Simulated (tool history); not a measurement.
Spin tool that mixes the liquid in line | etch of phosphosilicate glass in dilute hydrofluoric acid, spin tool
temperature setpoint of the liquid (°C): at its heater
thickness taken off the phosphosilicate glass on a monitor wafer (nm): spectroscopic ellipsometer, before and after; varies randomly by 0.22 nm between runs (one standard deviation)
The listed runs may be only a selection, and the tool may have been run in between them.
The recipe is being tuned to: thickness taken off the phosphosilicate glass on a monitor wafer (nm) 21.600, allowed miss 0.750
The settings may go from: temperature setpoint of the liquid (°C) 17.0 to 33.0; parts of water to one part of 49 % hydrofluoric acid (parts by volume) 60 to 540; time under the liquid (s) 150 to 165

run    day  temperature setpoint of the liquid (°C)  parts of water to one part of 49 % hydrofluoric acid (parts by volume)  time under the liquid (s)  thickness taken off the phosphosilicate glass on a monitor wafer (nm)
  1  0.000                                     25.0                                                                     300                        150                                                                 28.090
  2  0.067                                     24.0                                                                     300                        150                                                                 26.871
  3  0.108                                     23.5                                                                     300                        150                                                                 26.471
  4  0.171                                     23.0                                                                     300                        150                                                                 25.561
     0.333  -- thermometer replaced
  5  0.333                                     22.5                                                                     300                        150                                                                 24.392
  6  0.604                                     22.0                                                                     300                        150                                                                 24.229
  7  0.892                                     21.5                                                                     300                        150                                                                 23.149
  8  1.083                                     21.0                                                                     300                        150                                                                 23.377

5 next moves are on the table. One of them brings every result within its allowed miss. Which?
  A  1.275                                     21.0                                                                     295                        165                                                                      ?
  B  1.275                                     22.5                                                                     305                        165                                                                      ?
  C  1.275                                     20.5                                                                     295                        165                                                                      ?
  D  1.275                                     23.0                                                                     315                        150                                                                      ?
  E  1.275                                     24.0                                                                     355                        155                                                                      ?

move  thickness taken off the phosphosilicate glass on a monitor wafer (nm)
   A                                                                 26.072
   B                                                                 26.359
   C                                                                 25.603
   D                                                                 23.392
   E                                                                 21.382
A: its largest miss is bigger than the last run's
B: its largest miss is bigger than the last run's
C: its largest miss is bigger than the last run's
D: just as far off the targets as the last run
E: every result lands within tolerance
E meets every target.
